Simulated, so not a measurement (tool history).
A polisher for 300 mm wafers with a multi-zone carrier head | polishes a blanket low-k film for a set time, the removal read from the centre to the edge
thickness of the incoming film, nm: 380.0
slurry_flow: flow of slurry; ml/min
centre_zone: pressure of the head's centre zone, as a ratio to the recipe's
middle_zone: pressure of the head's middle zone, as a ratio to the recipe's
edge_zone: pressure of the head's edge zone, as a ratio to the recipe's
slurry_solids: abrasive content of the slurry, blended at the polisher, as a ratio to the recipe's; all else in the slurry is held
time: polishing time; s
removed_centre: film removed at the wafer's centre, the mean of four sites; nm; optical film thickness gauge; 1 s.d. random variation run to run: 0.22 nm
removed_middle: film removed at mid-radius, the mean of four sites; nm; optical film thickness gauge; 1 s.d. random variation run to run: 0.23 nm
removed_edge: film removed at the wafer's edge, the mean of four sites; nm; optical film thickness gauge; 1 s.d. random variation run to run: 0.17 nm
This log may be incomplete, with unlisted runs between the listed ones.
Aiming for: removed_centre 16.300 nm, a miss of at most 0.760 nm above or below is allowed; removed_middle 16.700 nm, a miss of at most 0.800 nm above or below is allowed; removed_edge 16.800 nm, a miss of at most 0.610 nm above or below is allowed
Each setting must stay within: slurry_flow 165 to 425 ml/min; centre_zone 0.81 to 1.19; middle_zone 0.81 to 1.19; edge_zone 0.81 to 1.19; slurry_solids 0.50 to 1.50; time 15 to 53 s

{"run": 1, "hour": 0.0, "slurry_flow": 275, "centre_zone": 1.0, "middle_zone": 1.0, "edge_zone": 1.0, "slurry_solids": 1.0, "time": 34, "removed_centre": 11.621, "removed_middle": 11.472, "removed_edge": 11.282}
{"run": 2, "hour": 5.5, "slurry_flow": 275, "centre_zone": 1.0, "middle_zone": 1.01, "edge_zone": 1.03, "slurry_solids": 1.15, "time": 35, "removed_centre": 12.692, "removed_middle": 12.229, "removed_edge": 12.491}
{"run": 3, "hour": 6.1, "slurry_flow": 275, "centre_zone": 1.0, "middle_zone": 1.01, "edge_zone": 1.0, "slurry_solids": 1.15, "time": 35, "removed_centre": 12.465, "removed_middle": 12.851, "removed_edge": 12.134}
{"run": 4, "hour": 13.2, "slurry_flow": 275, "centre_zone": 1.0, "middle_zone": 1.03, "edge_zone": 1.04, "slurry_solids": 1.25, "time": 36, "removed_centre": 13.32, "removed_middle": 13.516, "removed_edge": 13.058}
{"run": 5, "hour": 16.2, "slurry_flow": 275, "centre_zone": 0.99, "middle_zone": 1.03, "edge_zone": 1.06, "slurry_solids": 1.3, "time": 37, "removed_centre": 13.396, "removed_middle": 13.871, "removed_edge": 13.617}
{"run": 6, "hour": 17.5, "slurry_flow": 275, "centre_zone": 1.0, "middle_zone": 1.03, "edge_zone": 1.08, "slurry_solids": 1.35, "time": 38, "removed_centre": 14.472, "removed_middle": 14.46, "removed_edge": 14.677}
{"run": 7, "hour": 20.3, "slurry_flow": 275, "centre_zone": 1.0, "middle_zone": 1.05, "edge_zone": 1.1, "slurry_solids": 1.4, "time": 39, "removed_centre": 14.641, "removed_middle": 15.442, "removed_edge": 15.485}
{"run": 8, "hour": 25.4, "slurry_flow": 275, "centre_zone": 1.0, "middle_zone": 1.05, "edge_zone": 1.1, "slurry_solids": 1.4, "time": 39, "removed_centre": 14.917, "removed_middle": 15.622, "removed_edge": 15.164}

Consider the 5 candidate settings below. Which is the only one whose results all fall within their allowed miss of target?
{"run": "A", "hour": 30.5, "slurry_flow": 285, "centre_zone": 0.99, "middle_zone": 0.81, "edge_zone": 1.17, "slurry_solids": 1.35, "time": 42, "removed_centre": "?", "removed_middle": "?", "removed_edge": "?"}
{"run": "B", "hour": 30.5, "slurry_flow": 295, "centre_zone": 1.04, "middle_zone": 1.1, "edge_zone": 1.19, "slurry_solids": 1.5, "time": 40, "removed_centre": "?", "removed_middle": "?", "removed_edge": "?"}
{"run": "C", "hour": 30.5, "slurry_flow": 300, "centre_zone": 0.9, "middle_zone": 1.08, "edge_zone": 1.13, "slurry_solids": 1.35, "time": 42, "removed_centre": "?", "removed_middle": "?", "removed_edge": "?"}
{"run": "D", "hour": 30.5, "slurry_flow": 255, "centre_zone": 0.94, "middle_zone": 1.19, "edge_zone": 0.97, "slurry_solids": 1.45, "time": 37, "removed_centre": "?", "removed_middle": "?", "removed_edge": "?"}
{"run": "E", "hour": 30.5, "slurry_flow": 260, "centre_zone": 1.0, "middle_zone": 0.99, "edge_zone": 1.19, "slurry_solids": 1.5, "time": 39, "removed_centre": "?", "removed_middle": "?", "removed_edge": "?"}

move=A removed_centre=15.908 removed_middle=13.422 removed_edge=16.975
move=B removed_centre=16.581 removed_middle=16.893 removed_edge=16.875
move=C removed_centre=14.541 removed_middle=16.900 removed_edge=16.667
move=D removed_centre=13.526 removed_middle=16.298 removed_edge=13.794
move=E removed_centre=15.354 removed_middle=14.984 removed_edge=16.350
A: brings the last run's worst result on target, with another outside its allowed miss
B: in spec on every target
C: brings the last run's worst result on target, with another outside its allowed miss
D: lands further from the targets than the last run did
E: brings the last run's worst result on target, with another outside its allowed miss
So the answer is move B, the one that meets all the targets.

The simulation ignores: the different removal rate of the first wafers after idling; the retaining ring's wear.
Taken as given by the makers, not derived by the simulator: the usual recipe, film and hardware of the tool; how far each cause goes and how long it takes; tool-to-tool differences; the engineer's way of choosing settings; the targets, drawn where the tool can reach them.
